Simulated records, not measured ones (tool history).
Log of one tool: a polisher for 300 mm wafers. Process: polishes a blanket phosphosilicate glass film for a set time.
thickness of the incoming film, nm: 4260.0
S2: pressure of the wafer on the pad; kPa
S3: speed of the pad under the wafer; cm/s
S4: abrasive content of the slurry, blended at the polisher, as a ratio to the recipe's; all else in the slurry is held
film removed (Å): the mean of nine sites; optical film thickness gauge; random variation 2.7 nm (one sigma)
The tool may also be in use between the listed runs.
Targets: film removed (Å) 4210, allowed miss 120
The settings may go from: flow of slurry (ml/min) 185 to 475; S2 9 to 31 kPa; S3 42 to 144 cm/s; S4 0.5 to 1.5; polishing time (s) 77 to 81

run 1 hour=0 | flow_of_slurry_(ml/min)=305 S2=20 S3=92 S4=1 polishing_time_(s)=77 | film_removed_(Å)=5598.5
run 2 hour=7.2 | flow_of_slurry_(ml/min)=350 S2=20 S3=92 S4=1 polishing_time_(s)=77 | film_removed_(Å)=5646
run 3 hour=8.7 | flow_of_slurry_(ml/min)=350 S2=20 S3=92 S4=1.15 polishing_time_(s)=77 | film_removed_(Å)=6005.3
run 4 hour=16.5 | flow_of_slurry_(ml/min)=400 S2=20 S3=92 S4=1.15 polishing_time_(s)=77 | film_removed_(Å)=6043.5
-- hour=23.2 head pressure recalibrated
run 5 hour=23.2 | flow_of_slurry_(ml/min)=400 S2=17.9 S3=92 S4=1.15 polishing_time_(s)=77 | film_removed_(Å)=5988
run 6 hour=30.1 | flow_of_slurry_(ml/min)=375 S2=15.2 S3=88 S4=1.15 polishing_time_(s)=77 | film_removed_(Å)=4905.7
run 7 hour=36.3 | flow_of_slurry_(ml/min)=350 S2=14.5 S3=88 S4=1.15 polishing_time_(s)=77 | film_removed_(Å)=4694.9
run 8 hour=40.7 | flow_of_slurry_(ml/min)=325 S2=13.8 S3=88 S4=1.15 polishing_time_(s)=77 | film_removed_(Å)=4380.3

Which of these 4 next moves meets every target?
run A hour=45.1 | flow_of_slurry_(ml/min)=305 S2=15.2 S3=80 S4=1.1 polishing_time_(s)=77 | film_removed_(Å)=?
run B hour=45.1 | flow_of_slurry_(ml/min)=315 S2=12.4 S3=86 S4=1.15 polishing_time_(s)=77 | film_removed_(Å)=?
run C hour=45.1 | flow_of_slurry_(ml/min)=365 S2=11.7 S3=82 S4=1.35 polishing_time_(s)=77 | film_removed_(Å)=?
run D hour=45.1 | flow_of_slurry_(ml/min)=255 S2=12.4 S3=90 S4=1.15 polishing_time_(s)=81 | film_removed_(Å)=?

move=A film_removed_(Å)=4466.1
move=B film_removed_(Å)=3941.9
move=C film_removed_(Å)=3913.1
move=D film_removed_(Å)=4195.8
A: further off than the last run
B: takes the result that was furthest off past its target
C: takes the result that was furthest off past its target
D: meets every target
Answer: D
